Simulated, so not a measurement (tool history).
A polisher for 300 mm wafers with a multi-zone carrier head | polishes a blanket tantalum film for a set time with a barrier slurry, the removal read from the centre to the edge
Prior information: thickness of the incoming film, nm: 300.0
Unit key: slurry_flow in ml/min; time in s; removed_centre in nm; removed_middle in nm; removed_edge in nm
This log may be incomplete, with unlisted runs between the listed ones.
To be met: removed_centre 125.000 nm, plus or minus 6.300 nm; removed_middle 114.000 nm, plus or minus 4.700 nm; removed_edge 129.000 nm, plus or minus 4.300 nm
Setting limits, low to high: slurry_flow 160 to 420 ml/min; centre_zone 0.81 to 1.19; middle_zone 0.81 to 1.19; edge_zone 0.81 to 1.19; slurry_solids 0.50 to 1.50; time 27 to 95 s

run  hour  slurry_flow  centre_zone  middle_zone  edge_zone  slurry_solids  time  removed_centre  removed_middle  removed_edge
  1   0.0          270         1.00         1.00       1.00           1.00    61          91.066          94.778        92.854
  2   8.9          270         1.00         1.00       1.00           1.00    76         113.300         117.680       117.270
  3  16.4          270         1.00         1.00       1.00           1.00    68         101.490         104.390       105.770
  4  21.4          270         1.00         1.00       1.00           0.80    68          97.213         102.380       100.750
  5  26.0          270         1.00         1.00       1.00           0.95    68         103.610         102.740       105.470
  6  33.2          270         1.00         0.97       1.00           0.95    68         102.060         101.660       105.080
  7  39.5          275         1.01         0.97       1.02           1.05    69         108.350         105.230       108.540
  8  42.2          275         1.00         0.96       1.04           1.10    70         103.800         104.980       112.640
  9  47.2          280         1.02         0.96       1.05           1.15    71         109.420         109.520       114.010
 10  48.7          280         1.03         0.94       1.05           1.20    72         115.150         108.960       118.130

5 next moves are on the table. One of them brings every result within its allowed miss. Which?
  A  50.2          245         1.03         1.19       1.06           1.35    61               ?               ?             ?
  B  50.2          330         1.04         0.95       0.82           1.10    75               ?               ?             ?
  C  50.2          335         1.13         0.89       0.96           1.15    77               ?               ?             ?
  D  50.2          295         0.97         0.98       1.13           1.25    66               ?               ?             ?
  E  50.2          270         1.02         0.89       1.06           1.20    79               ?               ?             ?

move  removed_centre  removed_middle  removed_edge
   A          99.176         115.030       100.900
   B         122.780         116.330       109.200
   C         137.200         114.070       121.590
   D         102.450         106.260       113.350
   E         126.090         115.450       129.700
A: misses by more than the last run did
B: misses by more than the last run did
C: nearer than the last run, and not there yet
D: misses by more than the last run did
E: hits every target within its allowed miss
The move that meets every target is E.
